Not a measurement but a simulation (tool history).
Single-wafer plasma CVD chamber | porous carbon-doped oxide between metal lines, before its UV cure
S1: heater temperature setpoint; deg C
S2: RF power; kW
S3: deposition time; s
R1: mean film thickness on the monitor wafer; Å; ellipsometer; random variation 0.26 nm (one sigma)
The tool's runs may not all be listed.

| run | day | S1 | S2 | S3 | R1 |
|---|---|---|---|---|---|
| 1 | 0 | 280 | 0.475 | 12.2 | 724.67 |
| 2 | 0.096 | 280 | 0.53 | 12.2 | 789.83 |
| 3 | 0.379 | 278 | 0.53 | 12.2 | 792.85 |
| 4 | 0.579 | 275 | 0.53 | 12.2 | 805.14 |
| 5 | 0.679 | 273 | 0.53 | 12.2 | 819.37 |
| 6 | 0.862 | 273 | 0.53 | 11.6 | 779.88 |
| 7 | 1.067 | 270 | 0.53 | 11.6 | 790.68 |

Run 8 comes next. What will it give?
| 8 | 1.246 | 267 | 0.53 | 11.6 | ? |

Run 8 gave R1 802.57 Å.

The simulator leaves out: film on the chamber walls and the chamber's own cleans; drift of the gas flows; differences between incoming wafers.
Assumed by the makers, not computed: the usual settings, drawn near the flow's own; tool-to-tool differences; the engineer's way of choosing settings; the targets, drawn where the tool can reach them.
